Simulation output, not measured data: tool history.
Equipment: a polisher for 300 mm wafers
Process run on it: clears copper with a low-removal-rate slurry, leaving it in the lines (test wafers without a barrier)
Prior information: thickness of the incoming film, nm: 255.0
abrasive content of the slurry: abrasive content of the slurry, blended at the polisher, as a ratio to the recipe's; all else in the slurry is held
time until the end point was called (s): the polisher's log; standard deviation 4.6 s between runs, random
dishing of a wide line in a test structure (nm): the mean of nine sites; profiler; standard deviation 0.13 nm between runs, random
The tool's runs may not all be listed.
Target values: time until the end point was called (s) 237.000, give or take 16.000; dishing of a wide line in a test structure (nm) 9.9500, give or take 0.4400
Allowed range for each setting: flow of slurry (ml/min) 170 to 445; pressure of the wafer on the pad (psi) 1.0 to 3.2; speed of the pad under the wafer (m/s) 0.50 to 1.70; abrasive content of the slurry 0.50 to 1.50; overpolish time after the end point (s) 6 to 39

run	hour	flow of slurry (ml/min)	pressure of the wafer on the pad (psi)	speed of the pad under the wafer (m/s)	abrasive content of the slurry	overpolish time after the end point (s)	time until the end point was called (s)	dishing of a wide line in a test structure (nm)
1	0.0	285	2.1	1.10	1.00	20	95.911	36.8860
2	2.0	285	2.1	1.10	1.00	16	97.869	30.3470
3	5.1	285	2.4	1.10	1.00	16	81.954	34.7590
4	13.2	285	2.4	0.96	1.00	16	92.796	31.4420
5	17.7	280	2.2	0.84	1.00	14	113.790	22.3920
6	20.1	280	2.2	0.84	1.20	14	113.880	22.7980
7	22.3	280	1.9	0.78	1.20	13	139.330	17.9210
8	24.7	280	1.7	0.74	1.20	13	167.150	15.4390
9	30.0	280	1.6	0.74	1.20	12	175.750	13.3030
10	34.8	280	1.5	0.74	1.20	12	195.620	12.6420
11	39.9	280	1.4	0.74	1.20	12	208.370	11.3850
12	41.5	280	1.3	0.74	1.20	12	216.480	10.8800

Of the 4 settings listed for the next run, only one would bring every result within its allowed miss of target. Which one?
A	43.1	310	1.3	0.76	1.25	13	?	?
B	43.1	265	1.3	0.64	1.45	12	?	?
C	43.1	260	1.0	0.84	1.20	14	?	?
D	43.1	305	1.4	0.64	1.20	13	?	?

move	time until the end point was called (s)	dishing of a wide line in a test structure (nm)
A	206.080	12.2060
B	239.290	9.8082
C	246.180	10.9900
D	228.370	11.0890
A: misses by more than the last run did
B: all results land within tolerance of their targets
C: misses by more than the last run did
D: misses by more than the last run did
Go with B: it meets all targets.
